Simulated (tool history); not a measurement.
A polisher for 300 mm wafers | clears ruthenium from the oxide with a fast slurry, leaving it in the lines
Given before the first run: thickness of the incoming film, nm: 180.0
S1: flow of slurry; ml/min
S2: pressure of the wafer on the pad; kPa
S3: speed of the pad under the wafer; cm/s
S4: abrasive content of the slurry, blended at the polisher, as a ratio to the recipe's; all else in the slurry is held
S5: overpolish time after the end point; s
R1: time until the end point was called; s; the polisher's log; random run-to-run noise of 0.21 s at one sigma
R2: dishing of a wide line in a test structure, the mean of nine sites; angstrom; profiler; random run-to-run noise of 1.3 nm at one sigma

run 1 day=0 | S1=290 S2=23.4 S3=112 S4=1 S5=20 | R1=28.001 R2=946.17
run 2 day=0.154 | S1=290 S2=24.8 S3=112 S4=1 S5=18 | R1=26.133 R2=873.05
run 3 day=0.3 | S1=335 S2=24.8 S3=112 S4=1 S5=18 | R1=26.589 R2=891.88
run 4 day=0.612 | S1=390 S2=24.8 S3=112 S4=1 S5=18 | R1=26.188 R2=910.1
-- day=0.758 head pressure recalibrated
run 5 day=0.758 | S1=390 S2=24.8 S3=112 S4=0.85 S5=18 | R1=25.636 R2=930.19
run 6 day=0.904 | S1=355 S2=26.9 S3=112 S4=0.95 S5=16 | R1=22.198 R2=982.32
run 7 day=1.029 | S1=325 S2=26.2 S3=120 S4=1.05 S5=14 | R1=21.651 R2=842.4
run 8 day=1.296 | S1=300 S2=26.2 S3=126 S4=1.1 S5=13 | R1=19.612 R2=870.44

Run 9 has not been measured yet. What should we expect?
run 9 day=1.396 | S1=280 S2=25.5 S3=130 S4=1.15 S5=12 | R1=? R2=?

Run 9 measured R1 19.945 s, R2 828.2 angstrom.
